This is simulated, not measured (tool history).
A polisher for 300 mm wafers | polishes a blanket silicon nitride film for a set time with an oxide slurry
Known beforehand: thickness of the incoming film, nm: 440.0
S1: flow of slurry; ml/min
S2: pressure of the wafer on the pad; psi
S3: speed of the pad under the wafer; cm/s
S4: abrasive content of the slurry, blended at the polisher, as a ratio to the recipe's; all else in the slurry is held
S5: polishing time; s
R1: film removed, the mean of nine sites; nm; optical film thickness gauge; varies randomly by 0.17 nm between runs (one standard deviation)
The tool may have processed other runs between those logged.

run 1 day=0 | S1=245 S2=4.6 S3=84 S4=1 S5=39 | R1=26.216
run 2 day=0.183 | S1=245 S2=3.8 S3=84 S4=1 S5=39 | R1=22.094
run 3 day=0.412 | S1=245 S2=4.7 S3=84 S4=1 S5=39 | R1=27.213
run 4 day=0.642 | S1=245 S2=5.6 S3=84 S4=1 S5=39 | R1=32.018
-- day=0.675 slurry nozzle cleaned
run 5 day=0.675 | S1=245 S2=4.8 S3=78 S4=1 S5=39 | R1=26.908
run 6 day=0.912 | S1=245 S2=5.5 S3=78 S4=1 S5=39 | R1=30.8
run 7 day=0.954 | S1=245 S2=4.7 S3=72 S4=1 S5=39 | R1=25.547
run 8 day=1.012 | S1=245 S2=4.1 S3=66 S4=0.95 S5=39 | R1=21.099

For run 9, what comes out?
run 9 day=1.079 | S1=245 S2=3.6 S3=62 S4=0.95 S5=39 | R1=?

R1: 17.419 nm

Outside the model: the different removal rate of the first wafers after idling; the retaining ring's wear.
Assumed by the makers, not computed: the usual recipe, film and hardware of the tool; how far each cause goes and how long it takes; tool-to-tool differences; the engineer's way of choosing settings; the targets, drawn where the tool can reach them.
